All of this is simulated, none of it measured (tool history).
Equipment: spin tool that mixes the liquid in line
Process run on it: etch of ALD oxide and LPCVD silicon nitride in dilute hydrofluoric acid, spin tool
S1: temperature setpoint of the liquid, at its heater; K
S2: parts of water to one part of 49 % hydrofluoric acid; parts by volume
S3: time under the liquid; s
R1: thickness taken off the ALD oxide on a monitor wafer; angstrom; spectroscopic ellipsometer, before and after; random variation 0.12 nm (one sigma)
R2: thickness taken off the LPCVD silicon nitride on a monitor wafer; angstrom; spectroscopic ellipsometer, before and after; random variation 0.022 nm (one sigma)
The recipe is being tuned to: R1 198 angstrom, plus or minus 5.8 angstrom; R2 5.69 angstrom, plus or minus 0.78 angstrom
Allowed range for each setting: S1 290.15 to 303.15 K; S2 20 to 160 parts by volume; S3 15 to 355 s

run  hour      S1  S2   S3      R1      R2
  1     0  295.15  90  180  284.01  8.5621
  2   4.6  297.15  90  180  307.03  9.7711
  3   8.6  297.15  65  180  440.13  12.787
  4   9.8  295.65  75  180  352.99  10.669
  5  15.6  295.65  60  180  447.17  12.503
  6  23.1  294.65  70  180  363.64  10.919
  7  24.1  293.65  75  180  322.78   9.587
  8    31  292.65  80  180  289.55  7.8131
  9  38.1  292.65  85  180  270.48  7.5452
 10  42.2  292.15  90  180  248.26  6.7627

Exactly one of the 4 candidate moves below puts every result within its allowed miss. Which one?
  A  46.3  290.15   65  160   ?   ?
  B  46.3  294.15   80  115   ?   ?
  C  46.3  301.65  125  150   ?   ?
  D  46.3  294.65   70  105   ?   ?

move      R1      R2
   A  289.62  6.8288
   B  196.82  5.2921
   C  208.55  7.2508
   D  212.19   5.697
A: moves away from the targets compared with the last run
B: every result lands within tolerance
C: better than the last run, though not everything is in spec
D: better than the last run, though not everything is in spec
Go with B: it meets all targets.

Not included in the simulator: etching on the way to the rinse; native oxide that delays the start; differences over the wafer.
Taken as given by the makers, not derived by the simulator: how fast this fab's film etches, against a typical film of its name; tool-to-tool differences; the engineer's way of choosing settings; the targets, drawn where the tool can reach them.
